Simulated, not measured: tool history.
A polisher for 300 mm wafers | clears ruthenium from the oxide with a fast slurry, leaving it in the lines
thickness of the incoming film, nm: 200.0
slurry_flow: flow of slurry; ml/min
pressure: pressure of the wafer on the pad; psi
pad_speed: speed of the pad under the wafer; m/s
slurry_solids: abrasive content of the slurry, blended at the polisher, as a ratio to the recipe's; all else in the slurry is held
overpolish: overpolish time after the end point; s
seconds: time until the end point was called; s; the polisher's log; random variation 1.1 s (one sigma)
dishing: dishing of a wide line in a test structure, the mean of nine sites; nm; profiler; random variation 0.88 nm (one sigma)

| run | hour | slurry_flow | pressure | pad_speed | slurry_solids | overpolish | seconds | dishing |
|---|---|---|---|---|---|---|---|---|
| 1 | 0 | 155 | 2.2 | 1.28 | 1 | 23 | 40.661 | 57.055 |
| 2 | 5.4 | 155 | 2 | 1.28 | 1 | 23 | 43.583 | 54.436 |
| 3 | 7.7 | 155 | 2 | 1 | 1 | 23 | 55.224 | 46.834 |
| 4 | 10.7 | 155 | 1.8 | 0.98 | 1 | 24 | 58.981 | 45.149 |
| 5 | 15.2 | 155 | 1.7 | 0.94 | 1 | 26 | 64.488 | 45.489 |
| 6 | 24.2 | 185 | 1.7 | 0.94 | 1 | 26 | 62.677 | 48.081 |

Run 7 comes next. What will it give?
| 7 | 32.9 | 180 | 1.6 | 0.92 | 1 | 27 | ? | ? |

{"run 7": {"seconds": 65.705, "dishing": 46.649}}

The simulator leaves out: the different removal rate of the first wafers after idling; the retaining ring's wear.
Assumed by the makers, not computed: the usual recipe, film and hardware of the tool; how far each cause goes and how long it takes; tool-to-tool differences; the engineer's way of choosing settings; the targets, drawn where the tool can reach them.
